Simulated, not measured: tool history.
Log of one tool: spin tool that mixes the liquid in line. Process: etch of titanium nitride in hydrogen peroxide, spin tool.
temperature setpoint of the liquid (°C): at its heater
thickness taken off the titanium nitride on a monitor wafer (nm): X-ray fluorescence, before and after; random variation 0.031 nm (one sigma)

run,hour,temperature setpoint of the liquid (°C),concentration of hydrogen peroxide in the mixed liquid (% by weight),time under the liquid (s),thickness taken off the titanium nitride on a monitor wafer (nm)
1,0.0,47.0,17.5,90,5.4993
2,2.4,47.0,19.0,90,5.5403
3,10.6,40.5,19.0,90,3.3919
4,12.8,44.0,19.0,90,4.4734
5,16.2,44.0,19.0,90,4.4456
6,22.5,44.0,21.0,90,4.5873
7,26.9,42.5,21.0,90,4.1161

Forecast run 8:
8,32.5,41.5,21.0,90,?

Run 8 gave thickness taken off the titanium nitride on a monitor wafer (nm) 3.7748.
